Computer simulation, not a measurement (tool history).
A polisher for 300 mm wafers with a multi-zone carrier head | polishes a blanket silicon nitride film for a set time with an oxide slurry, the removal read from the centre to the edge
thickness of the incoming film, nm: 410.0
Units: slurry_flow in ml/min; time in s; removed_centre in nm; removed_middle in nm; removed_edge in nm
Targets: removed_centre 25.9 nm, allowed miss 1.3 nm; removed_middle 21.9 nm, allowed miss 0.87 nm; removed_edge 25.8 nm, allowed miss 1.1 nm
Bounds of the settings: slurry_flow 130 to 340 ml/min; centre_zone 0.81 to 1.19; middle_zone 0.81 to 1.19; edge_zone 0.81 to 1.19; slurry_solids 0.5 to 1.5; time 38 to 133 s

Run 1, day 0: slurry_flow 220 ml/min, centre_zone 1, middle_zone 1, edge_zone 1, slurry_solids 1, time 85 s. Result: removed_centre 52.121 nm, removed_middle 54.169 nm, removed_edge 53.987 nm.
Run 2, day 0.138: slurry_flow 220 ml/min, centre_zone 1, middle_zone 1, edge_zone 1, slurry_solids 1, time 106 s. Result: removed_centre 64.953 nm, removed_middle 65.75 nm, removed_edge 66.067 nm.
Run 3, day 0.217: slurry_flow 220 ml/min, centre_zone 1, middle_zone 1.08, edge_zone 1, slurry_solids 1, time 106 s. Result: removed_centre 64.852 nm, removed_middle 69.9 nm, removed_edge 66.339 nm.
Run 4, day 0.308: slurry_flow 220 ml/min, centre_zone 0.94, middle_zone 1.08, edge_zone 1, slurry_solids 1, time 106 s. Result: removed_centre 62.712 nm, removed_middle 70.8 nm, removed_edge 66.163 nm.
Run 5, day 0.362: slurry_flow 205 ml/min, centre_zone 0.99, middle_zone 1.01, edge_zone 1, slurry_solids 0.85, time 87 s. Result: removed_centre 48.489 nm, removed_middle 49.475 nm, removed_edge 49.073 nm.
Run 6, day 0.65: slurry_flow 190 ml/min, centre_zone 0.99, middle_zone 0.96, edge_zone 1.01, slurry_solids 0.75, time 76 s. Result: removed_centre 38.656 nm, removed_middle 37.855 nm, removed_edge 39.064 nm.
Run 7, day 0.688: slurry_flow 180 ml/min, centre_zone 0.99, middle_zone 0.92, edge_zone 1.02, slurry_solids 0.7, time 72 s. Result: removed_centre 34.969 nm, removed_middle 32.729 nm, removed_edge 35.856 nm.
Run 8, day 0.996: slurry_flow 170 ml/min, centre_zone 0.99, middle_zone 0.89, edge_zone 1.01, slurry_solids 0.65, time 69 s. Result: removed_centre 30.318 nm, removed_middle 28.362 nm, removed_edge 32.381 nm.
Run 9, day 1.162: slurry_flow 165 ml/min, centre_zone 1.01, middle_zone 0.87, edge_zone 0.97, slurry_solids 0.6, time 68 s. Result: removed_centre 29.537 nm, removed_middle 25.188 nm, removed_edge 29.092 nm.
Run 10, day 1.275: slurry_flow 150 ml/min, centre_zone 0.93, middle_zone 0.82, edge_zone 0.89, slurry_solids 0.5, time 67 s. Result: removed_centre 21.692 nm, removed_middle 19.747 nm, removed_edge 22.744 nm.
Run 11, day 1.383: slurry_flow 170 ml/min, centre_zone 0.95, middle_zone 0.82, edge_zone 0.91, slurry_solids 0.5, time 66 s. Result: removed_centre 21.438 nm, removed_middle 19.587 nm, removed_edge 22.66 nm.
Run 12, day 1.458: slurry_flow 170 ml/min, centre_zone 0.95, middle_zone 0.82, edge_zone 0.91, slurry_solids 0.5, time 66 s. Result: removed_centre 22.365 nm, removed_middle 20.213 nm, removed_edge 22.702 nm.
Run 13, day 1.558: slurry_flow 160 ml/min, centre_zone 0.97, middle_zone 0.83, edge_zone 0.93, slurry_solids 0.5, time 65 s. Result: removed_centre 22.116 nm, removed_middle 19.042 nm, removed_edge 22.37 nm.

Which of these 5 next moves meets every target?
Run A, day 1.658: slurry_flow 145 ml/min, centre_zone 0.9, middle_zone 0.81, edge_zone 0.94, slurry_solids 0.75, time 52 s. Result: removed_centre ?, removed_middle ?, removed_edge ?.
Run B, day 1.658: slurry_flow 160 ml/min, centre_zone 0.98, middle_zone 0.81, edge_zone 0.95, slurry_solids 0.55, time 74 s. Result: removed_centre ?, removed_middle ?, removed_edge ?.
Run C, day 1.658: slurry_flow 190 ml/min, centre_zone 0.96, middle_zone 0.86, edge_zone 0.89, slurry_solids 0.5, time 74 s. Result: removed_centre ?, removed_middle ?, removed_edge ?.
Run D, day 1.658: slurry_flow 150 ml/min, centre_zone 0.9, middle_zone 0.81, edge_zone 0.96, slurry_solids 0.75, time 52 s. Result: removed_centre ?, removed_middle ?, removed_edge ?.
Run E, day 1.658: slurry_flow 130 ml/min, centre_zone 1.01, middle_zone 0.82, edge_zone 0.94, slurry_solids 0.5, time 75 s. Result: removed_centre ?, removed_middle ?, removed_edge ?.

move  removed_centre  removed_middle  removed_edge
   A          23.035          21.347        25.012
   B          27.369          23.745        27.872
   C          25.044          23.118        24.908
   D          23.151          21.441        25.343
   E          24.982          21.463         25.01
A: brings the result that was furthest off to its target, and leaves another outside
B: takes the result that was furthest off past its target
C: takes the result that was furthest off past its target
D: brings the result that was furthest off to its target, and leaves another outside
E: meets every target
The right move is E.
